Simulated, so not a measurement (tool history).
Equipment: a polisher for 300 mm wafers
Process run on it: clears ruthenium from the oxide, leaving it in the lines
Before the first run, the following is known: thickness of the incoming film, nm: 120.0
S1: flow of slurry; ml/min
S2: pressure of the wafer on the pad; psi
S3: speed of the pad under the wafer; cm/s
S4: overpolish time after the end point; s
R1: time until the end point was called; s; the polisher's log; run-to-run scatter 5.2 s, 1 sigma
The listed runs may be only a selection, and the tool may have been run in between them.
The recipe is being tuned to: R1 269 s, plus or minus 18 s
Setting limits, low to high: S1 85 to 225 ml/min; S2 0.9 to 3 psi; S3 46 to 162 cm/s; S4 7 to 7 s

run  hour   S1   S2   S3  S4      R1
  1     0  145  1.9  104   7  127.75
  2     5  145  1.9  122   7  112.51
  3  10.3  145  1.8  116   7  122.85
  4  18.7  145  1.7  110   7  136.48
  5  23.3  145  1.6  106   7  150.17
  6    30  145  1.5  102   7  172.82
  7  34.2  145  1.4  102   7  182.29
  8  35.7  145  1.3  102   7  197.92
  9  40.7  145  1.2  102   7  207.82
 10  45.9  145  1.2  102   7  207.02
 11  50.1  140  0.9   90   7  318.64
 12  51.5  145  0.9   90   7   311.1
 13    60  155  1.2   92   7  225.04
       62  -- slurry nozzle cleaned
 14    62  125  1.1   92   7  243.38

5 next moves are on the table. One of them brings every result within its allowed miss. Which?
  A    64  115  1.4  82   7   ?
  B    64  110  1.4  90   7   ?
  C    64  170  1.4  84   7   ?
  D    64  180  1.5  66   7   ?
  E    64  165  1.4  62   7   ?

move      R1
   A  220.54
   B  203.09
   C  203.47
   D  238.17
   E  273.18
A: misses by more than the last run did
B: misses by more than the last run did
C: misses by more than the last run did
D: misses by more than the last run did
E: all results land within tolerance of their targets
E meets every target.

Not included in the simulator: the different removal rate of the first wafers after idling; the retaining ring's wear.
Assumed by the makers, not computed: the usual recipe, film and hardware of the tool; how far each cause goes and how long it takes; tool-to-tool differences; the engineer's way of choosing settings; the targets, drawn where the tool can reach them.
